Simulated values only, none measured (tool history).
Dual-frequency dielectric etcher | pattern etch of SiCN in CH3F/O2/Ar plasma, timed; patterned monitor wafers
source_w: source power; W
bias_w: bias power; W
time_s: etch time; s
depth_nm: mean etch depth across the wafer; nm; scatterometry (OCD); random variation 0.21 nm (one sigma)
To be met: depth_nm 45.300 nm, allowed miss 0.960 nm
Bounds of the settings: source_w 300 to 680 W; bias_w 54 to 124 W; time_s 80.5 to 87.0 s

run,hour,source_w,bias_w,time_s,depth_nm
1,0.0,490,89,87.0,39.721
2,4.1,500,90,87.0,40.146
3,7.5,540,90,87.0,40.796
4,14.7,550,91,87.0,40.942
5,21.4,480,91,87.0,39.388
6,22.2,480,91,87.0,39.597
7,30.7,490,93,87.0,40.229
8,39.4,500,94,87.0,40.524
9,43.4,510,95,87.0,40.463
10,51.7,530,97,87.0,41.024
11,54.9,540,99,87.0,41.813
12,58.1,550,100,87.0,42.108
13,61.8,560,101,87.0,42.477
14,69.3,640,105,87.0,44.137

Which of these 5 next moves meets every target?
A,76.8,680,94,83.0,?
B,76.8,630,100,85.0,?
C,76.8,610,120,80.5,?
D,76.8,620,107,84.0,?
E,76.8,680,117,85.0,?

move,depth_nm
A,41.974
B,42.619
C,41.751
D,42.581
E,45.206
A: further off than the last run
B: further off than the last run
C: further off than the last run
D: further off than the last run
E: meets every target
The right move is E.
